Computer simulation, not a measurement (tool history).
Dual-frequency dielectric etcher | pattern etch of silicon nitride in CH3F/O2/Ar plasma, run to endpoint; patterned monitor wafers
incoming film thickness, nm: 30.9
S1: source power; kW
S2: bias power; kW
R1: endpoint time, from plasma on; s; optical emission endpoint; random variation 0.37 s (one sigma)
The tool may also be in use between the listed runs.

run,hour,S1,S2,R1
1,0.0,0.450,0.098,36.213
2,4.8,0.450,0.092,35.845
3,10.4,0.450,0.106,35.272
4,18.3,0.400,0.106,37.181
5,20.8,0.400,0.090,39.133
6,29.1,0.400,0.106,37.277
7,29.9,0.310,0.094,43.969

Run 8 comes next. What will it give?
8,33.2,0.320,0.095,?

Run 8 gave R1 42.809 s.
